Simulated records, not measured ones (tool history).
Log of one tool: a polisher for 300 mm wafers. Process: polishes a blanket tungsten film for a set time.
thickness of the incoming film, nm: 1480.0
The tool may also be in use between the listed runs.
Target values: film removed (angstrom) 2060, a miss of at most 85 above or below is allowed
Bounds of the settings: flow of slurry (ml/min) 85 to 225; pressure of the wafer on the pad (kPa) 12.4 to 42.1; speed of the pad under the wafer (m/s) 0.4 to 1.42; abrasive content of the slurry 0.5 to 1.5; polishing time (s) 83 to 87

run,hour,flow of slurry (ml/min),pressure of the wafer on the pad (kPa),speed of the pad under the wafer (m/s),abrasive content of the slurry,polishing time (s),film removed (angstrom)
1,0,145,26.9,0.9,1,83,3693.1
2,6.4,145,26.9,0.9,1.1,83,3818.8
3,13.3,145,21.4,0.9,1.1,83,3001.4
4,20.5,160,21.4,0.9,1.1,83,3049.2
5,24.2,160,20,0.9,1.1,83,2995
6,27.6,155,19.3,0.9,1.1,83,2811.7
7,36,150,18.6,0.9,1.1,83,2693.8
8,42.3,145,17.9,0.9,1.1,83,2542.1
9,49.4,140,17.9,0.9,1.1,83,2533.3
10,50.7,135,17.9,0.9,1.1,83,2499.8
11,53.4,130,17.9,0.9,1.1,83,2476.9
12,57,125,17.9,0.9,1.1,83,2463.5
13,64.6,120,17.2,0.9,1.1,83,2387.4

5 candidate next runs follow, results not yet known. Just one meets every target within its allowed miss. Identify it.
A,72.2,120,22.1,0.96,1.05,87,?
B,72.2,100,16.5,0.92,1.2,85,?
C,72.2,140,15.9,0.76,1.35,86,?
D,72.2,125,17.9,1.06,1.2,87,?
E,72.2,175,17.2,1,1.2,87,?

move,film removed (angstrom)
A,3247.9
B,2235.8
C,2086.8
D,3072.5
E,3059.8
A: lands further from the targets than the last run did
B: nearer the targets than the last run, but a result is still out of spec
C: every result lands within tolerance
D: lands further from the targets than the last run did
E: lands further from the targets than the last run did
Go with C: it meets all targets.
